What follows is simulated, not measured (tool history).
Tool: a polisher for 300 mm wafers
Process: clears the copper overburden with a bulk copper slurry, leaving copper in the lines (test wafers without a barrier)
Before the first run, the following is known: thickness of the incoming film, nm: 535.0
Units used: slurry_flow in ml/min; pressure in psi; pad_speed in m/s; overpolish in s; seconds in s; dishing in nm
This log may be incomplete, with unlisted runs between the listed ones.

| run | day | slurry_flow | pressure | pad_speed | slurry_solids | overpolish | seconds | dishing |
|---|---|---|---|---|---|---|---|---|
| 1 | 0 | 135 | 2.1 | 0.88 | 1 | 9 | 92.687 | 13.483 |
| 2 | 0.088 | 135 | 2.1 | 0.88 | 1 | 6 | 91.526 | 12.139 |
| 3 | 0.25 | 135 | 2.1 | 0.88 | 1 | 4 | 92.006 | 10.154 |
| 4 | 0.325 | 130 | 1.9 | 0.88 | 1 | 5 | 101.61 | 10.917 |
| 5 | 0.454 | 130 | 1.9 | 0.88 | 1.2 | 5 | 99.797 | 11.011 |
| 6 | 0.788 | 130 | 1.9 | 0.88 | 1.05 | 5 | 102 | 10.877 |
| 7 | 1.112 | 130 | 1.7 | 0.88 | 1.05 | 6 | 113.36 | 11.316 |
| 8 | 1.283 | 130 | 1.6 | 0.88 | 1.05 | 7 | 121.29 | 11.42 |

Predict the results of run 9:
| 9 | 1.346 | 130 | 1.5 | 0.88 | 1.05 | 8 | ? | ? |

seconds: 129.34 s
dishing: 11.861 nm

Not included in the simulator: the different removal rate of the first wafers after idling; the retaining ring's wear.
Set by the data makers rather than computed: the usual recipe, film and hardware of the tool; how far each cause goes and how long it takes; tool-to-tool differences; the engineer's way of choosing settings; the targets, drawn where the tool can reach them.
